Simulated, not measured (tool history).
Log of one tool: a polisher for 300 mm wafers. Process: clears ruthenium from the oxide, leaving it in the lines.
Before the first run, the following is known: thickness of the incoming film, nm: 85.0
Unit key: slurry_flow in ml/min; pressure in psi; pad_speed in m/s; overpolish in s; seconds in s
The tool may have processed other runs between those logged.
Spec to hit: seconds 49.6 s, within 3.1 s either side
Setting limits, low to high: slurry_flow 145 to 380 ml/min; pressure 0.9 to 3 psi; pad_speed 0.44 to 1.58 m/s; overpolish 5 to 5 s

run  hour  slurry_flow  pressure  pad_speed  overpolish  seconds
  1     0          245       1.9          1           5   86.428
  2   2.8          245       2.3          1           5   73.224
  3  10.7          245       2.4       1.02           5   68.891
  4  14.4          245       2.5       1.04           5   63.717
  5  17.2          245       2.6       1.04           5   62.589
  6  24.8          245       2.1       1.04           5   73.658
  7  28.2          245       2.3       1.06           5   69.095
  8  35.6          245       2.4       1.08           5   64.666
  9  43.3          245       2.5        1.1           5   60.219
 10  45.9          245       2.6        1.1           5   58.307
 11  48.2          245       2.7        1.1           5   57.392
 12  54.2          245       2.8       1.12           5    53.47

Pick the move, out of 5, that brings all results within their allowed miss; only one does.
  A  60.2          250       2.2       1.36           5        ?
  B  60.2          225         3       1.02           5        ?
  C  60.2          180         3       1.16           5        ?
  D  60.2          190       2.8        1.1           5        ?
  E  60.2          240       2.5       1.52           5        ?

move  seconds
   A   54.601
   B    53.92
   C   48.763
   D   54.599
   E   43.397
A: further off than the last run
B: further off than the last run
C: meets every target
D: further off than the last run
E: takes the result that was furthest off past its target
C meets every target.
